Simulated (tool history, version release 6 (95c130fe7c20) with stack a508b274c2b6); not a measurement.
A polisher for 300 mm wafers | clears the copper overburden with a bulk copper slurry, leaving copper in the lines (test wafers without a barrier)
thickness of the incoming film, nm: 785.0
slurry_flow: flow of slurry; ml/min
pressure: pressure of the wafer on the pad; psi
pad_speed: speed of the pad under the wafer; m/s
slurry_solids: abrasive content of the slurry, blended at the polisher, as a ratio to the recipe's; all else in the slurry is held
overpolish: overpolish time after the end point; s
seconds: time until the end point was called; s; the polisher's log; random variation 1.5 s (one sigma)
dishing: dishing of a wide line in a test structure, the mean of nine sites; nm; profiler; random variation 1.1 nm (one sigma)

Run 1, hour 0.0: slurry_flow 205 ml/min, pressure 1.9 psi, pad_speed 1.12 m/s, slurry_solids 1.0, overpolish 27 s. Result: seconds 106.600 s, dishing 84.356 nm.
Run 2, hour 2.8: slurry_flow 230 ml/min, pressure 1.9 psi, pad_speed 1.12 m/s, slurry_solids 1.0, overpolish 27 s. Result: seconds 105.180 s, dishing 84.277 nm.
Run 3, hour 6.5: slurry_flow 245 ml/min, pressure 1.8 psi, pad_speed 1.18 m/s, slurry_solids 1.0, overpolish 24 s. Result: seconds 103.940 s, dishing 78.849 nm.
Run 4, hour 11.5: slurry_flow 245 ml/min, pressure 2.2 psi, pad_speed 1.18 m/s, slurry_solids 1.0, overpolish 24 s. Result: seconds 82.583 s, dishing 87.710 nm.
Run 5, hour 14.2: slurry_flow 260 ml/min, pressure 2.1 psi, pad_speed 1.18 m/s, slurry_solids 1.0, overpolish 21 s. Result: seconds 88.290 s, dishing 81.842 nm.
Run 6, hour 19.9: slurry_flow 270 ml/min, pressure 2.0 psi, pad_speed 1.22 m/s, slurry_solids 1.0, overpolish 19 s. Result: seconds 89.683 s, dishing 73.229 nm.
Run 7, hour 28.4: slurry_flow 270 ml/min, pressure 2.0 psi, pad_speed 1.22 m/s, slurry_solids 1.0, overpolish 17 s. Result: seconds 88.781 s, dishing 70.965 nm.
Run 8, hour 33.2: slurry_flow 270 ml/min, pressure 2.0 psi, pad_speed 1.22 m/s, slurry_solids 1.0, overpolish 16 s. Result: seconds 90.650 s, dishing 70.500 nm.
Run 9, hour 36.9: slurry_flow 275 ml/min, pressure 1.7 psi, pad_speed 1.40 m/s, slurry_solids 1.0, overpolish 8 s. Result: seconds 95.442 s, dishing 41.122 nm.

Run 10 comes next. What will it give?
Run 10, hour 45.9: slurry_flow 275 ml/min, pressure 1.8 psi, pad_speed 1.36 m/s, slurry_solids 1.0, overpolish 9 s. Result: seconds ?, dishing ?.

Run 10 gave seconds 92.021 s, dishing 47.496 nm.
